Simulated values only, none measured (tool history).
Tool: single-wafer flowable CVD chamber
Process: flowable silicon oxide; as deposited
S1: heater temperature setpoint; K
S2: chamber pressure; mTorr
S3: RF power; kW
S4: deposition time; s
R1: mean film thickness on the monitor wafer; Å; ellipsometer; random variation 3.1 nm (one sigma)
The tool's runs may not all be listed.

run  hour      S1   S2     S3   S4      R1
  1     0  378.15  677  2.395  776  3475.7
  2   6.5  378.15  677  2.125  776  3399.3
  3   7.6  378.15  677   2.33  776  3463.8
  4  14.1  378.15  750   2.33  776  3846.6
  5  22.1  378.15  750   2.33  776  3851.3
  6  27.4  378.15  750   2.64  776  3940.3

Forecast run 7:
  7  28.5  375.15  751  2.64  776   ?

Run 7 gave R1 4291.7 Å.
